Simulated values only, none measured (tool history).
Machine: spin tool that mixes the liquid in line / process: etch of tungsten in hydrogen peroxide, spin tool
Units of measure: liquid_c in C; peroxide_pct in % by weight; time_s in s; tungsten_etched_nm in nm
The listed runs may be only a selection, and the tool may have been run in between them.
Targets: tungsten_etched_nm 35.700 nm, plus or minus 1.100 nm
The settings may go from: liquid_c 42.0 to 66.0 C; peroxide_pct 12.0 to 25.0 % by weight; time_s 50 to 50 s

run,day,liquid_c,peroxide_pct,time_s,tungsten_etched_nm
1,0.000,58.0,17.0,50,68.531
2,0.033,58.0,17.0,50,68.579
3,0.258,58.0,19.0,50,73.597
4,0.588,54.5,19.0,50,60.082
5,0.796,52.5,19.0,50,53.243
6,1.067,51.0,19.0,50,47.080
7,1.388,50.0,19.0,50,45.572
8,1.762,49.0,19.0,50,42.009

Of the 4 settings listed for the next run, only one would bring every result within its allowed miss of target. Which one?
A,2.138,48.0,17.0,50,?
B,2.138,51.0,18.5,50,?
C,2.138,46.0,19.5,50,?
D,2.138,44.0,20.5,50,?

move,tungsten_etched_nm
A,37.363
B,46.848
C,35.331
D,31.933
A: gains on the last run, yet a result remains outside its allowed miss
B: the biggest miss grows against the last run
C: in spec on every target
D: moves the result that the last run missed by most past its target, out the other side
Correct choice: C, which meets every target
